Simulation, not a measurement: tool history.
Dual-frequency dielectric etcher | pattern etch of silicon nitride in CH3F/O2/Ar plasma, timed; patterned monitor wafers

run	day	source power (kW)	bias power (kW)	etch time (s)	mean etch depth across the wafer (Å)
1	0.000	0.310	0.074	33.0	224.75
2	0.025	0.310	0.062	33.0	213.01
3	0.083	0.310	0.062	33.0	214.14
4	0.192	0.300	0.061	33.0	209.35
5	0.504	0.270	0.061	33.0	200.81
6	0.658	0.270	0.061	33.0	200.98
7	0.850	0.260	0.061	33.0	199.16

Forecast run 8:
# day 1.121: source power generator calibrated
8	1.121	0.220	0.057	32.5	?

Run 8 gave mean etch depth across the wafer (Å) 176.62.
